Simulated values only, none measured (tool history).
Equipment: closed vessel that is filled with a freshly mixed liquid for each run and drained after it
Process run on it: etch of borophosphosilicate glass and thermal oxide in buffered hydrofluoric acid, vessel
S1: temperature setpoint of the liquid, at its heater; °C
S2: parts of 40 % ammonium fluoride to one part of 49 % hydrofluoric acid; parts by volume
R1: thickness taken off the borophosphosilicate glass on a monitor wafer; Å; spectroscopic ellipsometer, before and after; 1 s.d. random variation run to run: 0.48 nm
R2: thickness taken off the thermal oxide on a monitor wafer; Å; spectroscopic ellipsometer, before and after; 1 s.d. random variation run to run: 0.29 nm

run 1 hour=0 | S1=22 S2=11 time_in_the_liquid_(s)=60 | R1=621.17 R2=536.03
run 2 hour=4.1 | S1=22 S2=14 time_in_the_liquid_(s)=60 | R1=491.74 R2=422.3
run 3 hour=12.6 | S1=24 S2=13 time_in_the_liquid_(s)=60 | R1=585.83 R2=506.19
run 4 hour=14.9 | S1=27 S2=13 time_in_the_liquid_(s)=60 | R1=687.2 R2=593.64
run 5 hour=22 | S1=27 S2=13 time_in_the_liquid_(s)=80 | R1=926.69 R2=792.27
run 6 hour=25.3 | S1=27 S2=14.5 time_in_the_liquid_(s)=80 | R1=832.57 R2=712.37
run 7 hour=32.8 | S1=28 S2=14.5 time_in_the_liquid_(s)=80 | R1=874.43 R2=753.76

What will run 8 give?
run 8 hour=38.9 | S1=28.5 S2=14.5 time_in_the_liquid_(s)=80 | R1=? R2=?

R1: 891.36 Å
R2: 776.55 Å
